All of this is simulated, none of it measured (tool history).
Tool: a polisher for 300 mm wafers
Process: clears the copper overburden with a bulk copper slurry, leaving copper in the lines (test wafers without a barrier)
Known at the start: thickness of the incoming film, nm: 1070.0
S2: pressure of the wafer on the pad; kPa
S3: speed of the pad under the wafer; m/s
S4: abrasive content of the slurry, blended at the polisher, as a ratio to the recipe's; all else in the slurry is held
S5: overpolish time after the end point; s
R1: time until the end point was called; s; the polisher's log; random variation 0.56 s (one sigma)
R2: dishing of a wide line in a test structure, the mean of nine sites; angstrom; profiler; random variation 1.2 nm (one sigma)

run 1 hour=0 | flow_of_slurry_(ml/min)=165 S2=22.1 S3=1 S4=1 S5=17 | R1=87.69 R2=515.82
run 2 hour=2.1 | flow_of_slurry_(ml/min)=165 S2=22.1 S3=1.1 S4=1 S5=17 | R1=79.14 R2=533.73
run 3 hour=2.9 | flow_of_slurry_(ml/min)=165 S2=24.1 S3=1.1 S4=1 S5=16 | R1=72.835 R2=551.63
run 4 hour=4.4 | flow_of_slurry_(ml/min)=170 S2=25.5 S3=1.12 S4=1 S5=14 | R1=68.694 R2=548.74
run 5 hour=7.9 | flow_of_slurry_(ml/min)=170 S2=26.9 S3=1.14 S4=1 S5=12 | R1=64.71 R2=529.68
run 6 hour=9.8 | flow_of_slurry_(ml/min)=170 S2=23.4 S3=1.14 S4=1 S5=12 | R1=73.42 R2=521.48
run 7 hour=12.7 | flow_of_slurry_(ml/min)=185 S2=29.6 S3=1.18 S4=1 S5=15 | R1=54.729 R2=569.91
run 8 hour=13.8 | flow_of_slurry_(ml/min)=185 S2=30.3 S3=1.18 S4=1 S5=15 | R1=53.211 R2=566.96

The next listed run, before its measurement:
run 9 hour=19.7 | flow_of_slurry_(ml/min)=185 S2=31 S3=1.18 S4=1 S5=15 | R1=? R2=?

Run 9 gave R1 52.873 s, R2 567.48 angstrom.
